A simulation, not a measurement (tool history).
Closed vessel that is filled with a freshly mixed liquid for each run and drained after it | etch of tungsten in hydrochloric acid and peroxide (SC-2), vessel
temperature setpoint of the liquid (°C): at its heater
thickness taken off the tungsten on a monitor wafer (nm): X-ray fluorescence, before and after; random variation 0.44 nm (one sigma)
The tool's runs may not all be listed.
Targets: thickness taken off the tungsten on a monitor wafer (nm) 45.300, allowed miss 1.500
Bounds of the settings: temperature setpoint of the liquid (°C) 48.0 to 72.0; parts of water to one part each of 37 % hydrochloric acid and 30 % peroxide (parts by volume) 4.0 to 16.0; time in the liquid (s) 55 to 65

run  hour  temperature setpoint of the liquid (°C)  parts of water to one part each of 37 % hydrochloric acid and 30 % peroxide (parts by volume)  time in the liquid (s)  thickness taken off the tungsten on a monitor wafer (nm)
  1   0.0                                     64.0                                                                                            9.0                      65                                                    24.841
  2   8.3                                     64.0                                                                                            9.0                      65                                                    24.943
  3   9.9                                     65.0                                                                                            9.0                      65                                                    26.367
  4  10.8                                     66.0                                                                                            9.0                      65                                                    28.313
  5  13.4                                     66.0                                                                                            9.0                      65                                                    28.616
  6  22.5                                     59.0                                                                                            9.0                      65                                                    18.262
  7  24.7                                     59.0                                                                                            9.0                      65                                                    18.421
  8  32.6                                     61.0                                                                                            9.0                      65                                                    20.515
  9  33.8                                     62.5                                                                                            9.0                      65                                                    23.004
 10  39.1                                     64.0                                                                                            9.0                      65                                                    25.750
 11  46.6                                     65.0                                                                                            9.0                      65                                                    27.384
 12  52.5                                     66.0                                                                                            9.0                      65                                                    27.901
 13  60.2                                     67.0                                                                                            9.0                      65                                                    29.938
 14  68.3                                     67.5                                                                                            9.0                      65                                                    31.446
 15  71.7                                     68.0                                                                                            9.0                      65                                                    31.721
 16  72.8                                     68.5                                                                                            9.0                      65                                                    33.043
 17  74.9                                     69.0                                                                                            9.0                      65                                                    34.299
 18  77.5                                     69.5                                                                                            9.0                      65                                                    35.287
 19  78.9                                     70.0                                                                                            9.0                      65                                                    36.353
 20  83.9                                     70.5                                                                                            9.0                      65                                                    37.384
 21  93.2                                     71.5                                                                                            8.5                      65                                                    41.533

Which of these 4 next moves meets every target?
  A  102.5                                     69.0                                                                                            5.5                      65                                                         ?
  B  102.5                                     72.0                                                                                            6.5                      60                                                         ?
  C  102.5                                     71.5                                                                                            7.5                      65                                                         ?
  D  102.5                                     71.5                                                                                            6.0                      60                                                         ?

move  thickness taken off the tungsten on a monitor wafer (nm)
   A                                                    49.884
   B                                                    48.491
   C                                                    45.646
   D                                                    50.035
A: takes the result that was furthest off past its target
B: takes the result that was furthest off past its target
C: meets every target
D: takes the result that was furthest off past its target
Answer: C

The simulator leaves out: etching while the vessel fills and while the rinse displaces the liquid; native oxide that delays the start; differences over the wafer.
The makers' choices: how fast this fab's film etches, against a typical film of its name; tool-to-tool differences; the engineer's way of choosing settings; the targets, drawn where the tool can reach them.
